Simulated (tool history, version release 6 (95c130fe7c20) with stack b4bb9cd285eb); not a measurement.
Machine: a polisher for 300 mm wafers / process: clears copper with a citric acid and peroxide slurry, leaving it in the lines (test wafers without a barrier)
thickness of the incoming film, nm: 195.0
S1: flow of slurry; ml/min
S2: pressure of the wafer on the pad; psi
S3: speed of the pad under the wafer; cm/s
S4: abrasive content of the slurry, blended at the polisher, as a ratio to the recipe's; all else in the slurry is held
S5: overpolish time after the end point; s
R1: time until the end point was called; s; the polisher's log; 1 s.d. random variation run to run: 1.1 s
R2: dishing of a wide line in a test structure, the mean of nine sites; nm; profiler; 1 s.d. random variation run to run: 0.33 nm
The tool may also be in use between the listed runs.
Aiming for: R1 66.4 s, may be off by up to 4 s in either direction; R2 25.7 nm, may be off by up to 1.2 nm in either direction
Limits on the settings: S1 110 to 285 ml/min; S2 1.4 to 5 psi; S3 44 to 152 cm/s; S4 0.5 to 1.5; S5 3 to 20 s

run    day   S1   S2  S3    S4  S5      R1      R2
  1      0  180  3.2  98     1  10  90.733  18.152
  2  0.067  180  3.2  98   0.9  10  92.329  17.561
  3  0.333  145  3.2  98   0.9  10  90.645  17.301
  4  0.371  145  3.4  98   0.9  10  84.377  18.402
  5  0.621  145  3.4  98   0.9   7  86.098  12.995
  6  0.821  125  3.4  98   0.9   7  89.626  12.899
  7  1.175  125  3.5  98   0.9   8  86.147    15.3
  8    1.2  125  3.7  98  0.95   8   81.36  16.273
  9  1.238  125  3.9  98     1   8  76.304  17.291
 10  1.504  125    4  98     1   8  74.756  17.536
 11  1.758  125  4.1  98     1   8  72.216  17.763
 12  2.092  125  4.1  98     1   8  72.662  17.884
 13  2.129  125  4.1  98  1.05   8  71.841  17.798
 14  2.442  125  4.2  98  1.05   9  70.969  20.664
 15  2.517  125  4.4  98  1.05  10  67.338  23.494

Pick the move, out of 4, that brings all results within their allowed miss; only one does.
  A  2.592  165  4.2   96  1.35  12   ?   ?
  B  2.592  115  4.4  100     1   9   ?   ?
  C  2.592  110  4.2   86  1.05  15   ?   ?
  D  2.592  125  4.6   98   0.9  11   ?   ?

move      R1      R2
   A  67.206   27.84
   B  68.298    21.3
   C   82.29  28.349
   D  67.517  25.743
A: the result that was furthest off in the last run now lies on the other side of its target
B: lands further from the targets than the last run did
C: the result that was furthest off in the last run now lies on the other side of its target
D: meets every target
Correct choice: D, which meets every target
